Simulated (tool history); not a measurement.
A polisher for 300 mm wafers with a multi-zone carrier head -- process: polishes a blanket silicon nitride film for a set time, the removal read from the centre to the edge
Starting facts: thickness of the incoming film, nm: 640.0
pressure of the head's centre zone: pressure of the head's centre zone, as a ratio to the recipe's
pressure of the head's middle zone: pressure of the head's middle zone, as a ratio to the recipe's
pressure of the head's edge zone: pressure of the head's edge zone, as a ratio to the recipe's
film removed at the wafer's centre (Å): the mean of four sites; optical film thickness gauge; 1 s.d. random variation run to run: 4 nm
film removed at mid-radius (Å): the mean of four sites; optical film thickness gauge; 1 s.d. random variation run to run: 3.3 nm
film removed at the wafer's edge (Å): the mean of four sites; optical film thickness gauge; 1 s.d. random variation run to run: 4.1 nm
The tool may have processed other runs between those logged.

run,hour,flow of slurry (ml/min),pressure of the head's centre zone,pressure of the head's middle zone,pressure of the head's edge zone,polishing time (s),film removed at the wafer's centre (Å),film removed at mid-radius (Å),film removed at the wafer's edge (Å)
1,0,230,1,1,1,80,2472.5,2497.2,2595.7
2,8.6,235,1.02,1,1.02,83,2674,2662.3,2662
3,12,235,1.02,1,1.07,83,2636.8,2657.8,2762.5
4,18.3,235,0.99,1,1.07,83,2593.9,2649.4,2774.5
5,21.7,235,0.99,0.93,1.07,83,2615.1,2531.8,2714.2
6,25.1,235,1.05,0.93,1.07,83,2727.1,2534.3,2812.5
7,25.8,240,1.07,0.93,1.07,85,2893.7,2522,2815.4
8,33.9,235,1.08,0.93,1.08,87,2923.9,2645.1,2929.8
9,37.1,240,1.09,0.93,1.09,89,3065.8,2684.4,2945.1
10,46.2,240,1.09,0.93,1.09,89,3061.3,2689.8,2994
11,52.1,240,1.1,0.93,1.1,91,3182.2,2711.4,3078.3
12,56.9,240,1.11,0.94,1.11,93,3320.9,2807.4,3095.5
13,59,240,1.11,0.93,1.12,95,3252,2859.7,3219.4
14,65.2,245,1.12,0.93,1.12,96,3400.9,2951.1,3248.3
15,68.2,245,1.12,0.92,1.13,97,3406.5,2893.7,3374.2
16,71.1,250,1.13,0.92,1.13,98,3498.9,3000.9,3340.2

The next listed run, before its measurement:
17,75.1,250,1.13,0.92,1.13,98,?,?,?

Run 17 gave film removed at the wafer's centre (Å) 3537.2, film removed at mid-radius (Å) 2956.2, film removed at the wafer's edge (Å) 3389.2.
